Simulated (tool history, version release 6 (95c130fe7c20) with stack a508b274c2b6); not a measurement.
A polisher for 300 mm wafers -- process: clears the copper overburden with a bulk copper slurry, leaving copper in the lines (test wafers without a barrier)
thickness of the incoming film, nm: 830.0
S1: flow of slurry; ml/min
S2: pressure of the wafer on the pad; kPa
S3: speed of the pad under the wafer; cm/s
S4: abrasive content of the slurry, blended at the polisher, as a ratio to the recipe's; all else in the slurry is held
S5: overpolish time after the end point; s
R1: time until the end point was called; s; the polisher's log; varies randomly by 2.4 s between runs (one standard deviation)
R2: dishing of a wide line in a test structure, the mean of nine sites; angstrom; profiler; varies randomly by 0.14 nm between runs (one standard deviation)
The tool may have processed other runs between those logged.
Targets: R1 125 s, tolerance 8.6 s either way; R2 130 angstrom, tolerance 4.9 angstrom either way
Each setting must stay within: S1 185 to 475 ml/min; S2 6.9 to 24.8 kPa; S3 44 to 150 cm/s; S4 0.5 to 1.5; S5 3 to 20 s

| run | day | S1 | S2 | S3 | S4 | S5 | R1 | R2 |
|---|---|---|---|---|---|---|---|---|
| 1 | 0 | 305 | 15.9 | 96 | 1 | 10 | 106.32 | 447.56 |
| 2 | 0.133 | 305 | 15.2 | 96 | 1 | 9 | 111.14 | 391.44 |
| 3 | 0.354 | 305 | 14.5 | 96 | 1 | 8 | 118.34 | 340.88 |
| 4 | 0.379 | 305 | 13.8 | 98 | 1 | 7 | 119.28 | 296.1 |
| 5 | 0.567 | 330 | 13.8 | 98 | 1 | 7 | 116.07 | 297.57 |
| 6 | 0.633 | 330 | 13.8 | 98 | 0.9 | 7 | 117.95 | 293.19 |
| 7 | 0.971 | 345 | 13.1 | 100 | 0.85 | 7 | 124.02 | 285.24 |
| 8 | 1.212 | 360 | 12.4 | 100 | 0.9 | 7 | 127.52 | 268.99 |
| 9 | 1.392 | 370 | 11.7 | 100 | 0.95 | 7 | 138.08 | 263.18 |
| 10 | 1.433 | 350 | 11.7 | 100 | 0.9 | 7 | 137.85 | 259.6 |
| 11 | 1.746 | 365 | 11 | 100 | 0.85 | 7 | 143.92 | 247.33 |
| 12 | 1.929 | 450 | 6.9 | 112 | 0.6 | 3 | 213.07 | 78.031 |
| 13 | 2.117 | 445 | 7.6 | 114 | 0.6 | 3 | 194.95 | 86.392 |

4 candidate next runs follow, results not yet known. Just one meets every target within its allowed miss. Identify it.
| A | 2.304 | 470 | 9 | 116 | 0.5 | 5 | ? | ? |
| B | 2.304 | 465 | 6.9 | 88 | 0.75 | 8 | ? | ? |
| C | 2.304 | 440 | 11 | 130 | 0.5 | 3 | ? | ? |
| D | 2.304 | 365 | 6.9 | 68 | 0.5 | 3 | ? | ? |

| move | R1 | R2 |
|---|---|---|
| A | 172.09 | 159.17 |
| B | 268.3 | 161.22 |
| C | 126.84 | 132.37 |
| D | 375.6 | 46.327 |
A: moves the result that the last run missed by most past its target, out the other side
B: moves the result that the last run missed by most past its target, out the other side
C: meets every target
D: misses by more than the last run did
Go with C: it meets all targets.

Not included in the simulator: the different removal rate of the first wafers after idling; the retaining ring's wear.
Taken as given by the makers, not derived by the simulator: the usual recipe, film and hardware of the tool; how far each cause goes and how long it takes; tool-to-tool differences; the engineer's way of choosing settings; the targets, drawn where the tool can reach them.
